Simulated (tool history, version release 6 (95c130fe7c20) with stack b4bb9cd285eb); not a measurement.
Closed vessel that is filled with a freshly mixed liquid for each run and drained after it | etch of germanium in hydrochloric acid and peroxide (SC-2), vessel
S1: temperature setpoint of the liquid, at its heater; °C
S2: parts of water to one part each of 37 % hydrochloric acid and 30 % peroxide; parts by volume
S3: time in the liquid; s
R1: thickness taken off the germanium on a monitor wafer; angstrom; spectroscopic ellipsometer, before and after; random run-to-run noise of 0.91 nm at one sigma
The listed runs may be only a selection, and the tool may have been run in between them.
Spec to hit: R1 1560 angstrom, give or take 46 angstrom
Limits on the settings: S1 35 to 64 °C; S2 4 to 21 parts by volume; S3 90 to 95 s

run 1 hour=0 | S1=48 S2=11.5 S3=90 | R1=1915.8
run 2 hour=8.8 | S1=48 S2=10 S3=90 | R1=1944
run 3 hour=17.5 | S1=48 S2=10 S3=95 | R1=2093.6
run 4 hour=20.5 | S1=48 S2=7 S3=95 | R1=2119.2
run 5 hour=23.4 | S1=48 S2=7 S3=90 | R1=2006.4
run 6 hour=28.5 | S1=48 S2=7 S3=95 | R1=2116
run 7 hour=35.2 | S1=45.5 S2=7 S3=95 | R1=1947.5
run 8 hour=35.8 | S1=44 S2=7 S3=95 | R1=1852.6
run 9 hour=36.4 | S1=42.5 S2=7 S3=95 | R1=1756.6
run 10 hour=43.7 | S1=41.5 S2=7 S3=95 | R1=1688.8
run 11 hour=50.2 | S1=41 S2=7 S3=95 | R1=1676.1

Which one of the following 5 next-run settings gets every result inside its allowed miss? There is exactly one.
run A hour=56.7 | S1=41.5 S2=9 S3=95 | R1=?
run B hour=56.7 | S1=39 S2=7 S3=95 | R1=?
run C hour=56.7 | S1=44.5 S2=11 S3=90 | R1=?
run D hour=56.7 | S1=47.5 S2=6.5 S3=90 | R1=?
run E hour=56.7 | S1=43.5 S2=5.5 S3=95 | R1=?

move=A R1=1698.1
move=B R1=1582.2
move=C R1=1746.5
move=D R1=1997.9
move=E R1=1858.8
A: moves away from the targets compared with the last run
B: all results land within tolerance of their targets
C: moves away from the targets compared with the last run
D: moves away from the targets compared with the last run
E: moves away from the targets compared with the last run
Move B is the one to make.
